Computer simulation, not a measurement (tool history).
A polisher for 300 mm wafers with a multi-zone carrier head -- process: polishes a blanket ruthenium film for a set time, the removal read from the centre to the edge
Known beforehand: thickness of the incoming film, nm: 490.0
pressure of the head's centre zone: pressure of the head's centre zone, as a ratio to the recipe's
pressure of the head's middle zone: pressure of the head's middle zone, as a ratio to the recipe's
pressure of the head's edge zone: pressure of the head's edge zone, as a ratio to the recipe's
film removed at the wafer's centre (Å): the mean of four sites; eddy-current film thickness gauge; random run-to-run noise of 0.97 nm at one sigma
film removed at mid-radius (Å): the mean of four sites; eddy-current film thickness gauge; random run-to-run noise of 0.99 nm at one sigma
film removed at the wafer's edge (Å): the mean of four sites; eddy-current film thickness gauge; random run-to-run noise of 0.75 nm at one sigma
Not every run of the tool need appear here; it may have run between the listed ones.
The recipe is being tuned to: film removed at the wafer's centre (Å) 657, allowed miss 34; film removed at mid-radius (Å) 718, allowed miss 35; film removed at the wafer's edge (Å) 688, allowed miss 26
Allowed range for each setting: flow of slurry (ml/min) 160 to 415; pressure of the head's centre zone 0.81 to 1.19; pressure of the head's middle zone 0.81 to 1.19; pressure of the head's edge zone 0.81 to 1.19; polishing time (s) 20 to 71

run  hour  flow of slurry (ml/min)  pressure of the head's centre zone  pressure of the head's middle zone  pressure of the head's edge zone  polishing time (s)  film removed at the wafer's centre (Å)  film removed at mid-radius (Å)  film removed at the wafer's edge (Å)
  1     0                      265                                   1                                   1                                 1                  45                                  534.17                          552.33                                 531.8
  2   7.1                      265                                1.06                                   1                                 1                  45                                  575.77                          554.68                                534.34
  3    14                      265                                1.06                                   1                                 1                  40                                  508.95                          477.88                                469.99
  4  17.5                      265                                1.06                                   1                                 1                  46                                   593.3                           559.6                                558.36
  5  26.3                      265                                1.12                                   1                                 1                  46                                  629.49                           559.5                                   555
  6  27.8                      265                                1.09                                1.03                              1.04                  48                                  629.01                          588.21                                571.26
  7  36.8                      265                                1.05                                1.03                              1.04                  50                                  641.19                          606.64                                594.52
  8  43.7                      265                                1.01                                1.02                              1.02                  52                                   616.2                          641.74                                625.48
  9  50.1                      270                                1.01                                1.02                              1.02                  53                                   649.7                          654.68                                630.28
 10  53.9                      265                                0.99                                1.02                              1.02                  54                                  641.86                          657.84                                662.22
 11  59.7                      270                                0.98                                1.03                              1.01                  55                                  662.58                          695.23                                653.46

Which single option among these 5 for the next run brings every result within its allowed miss of target? Just one does.
  A  65.5                      230                                1.03                                0.84                               1.1                  60                                       ?                               ?                                     ?
  B  65.5                      295                                1.02                                1.11                              0.96                  52                                       ?                               ?                                     ?
  C  65.5                      240                                0.94                                   1                              0.95                  60                                       ?                               ?                                     ?
  D  65.5                      360                                0.86                                 1.1                              0.85                  61                                       ?                               ?                                     ?
  E  65.5                      265                                   1                                1.02                              1.01                  64                                       ?                               ?                                     ?

move  film removed at the wafer's centre (Å)  film removed at mid-radius (Å)  film removed at the wafer's edge (Å)
   A                                   743.2                          613.26                                753.03
   B                                  661.26                           692.7                                622.67
   C                                  683.04                          713.73                                702.62
   D                                  666.91                          822.55                                700.93
   E                                  786.59                          783.72                                778.96
A: takes the result that was furthest off past its target
B: the biggest miss grows against the last run
C: all results land within tolerance of their targets
D: brings the last run's worst result on target, with another outside its allowed miss
E: takes the result that was furthest off past its target
The right move is C.
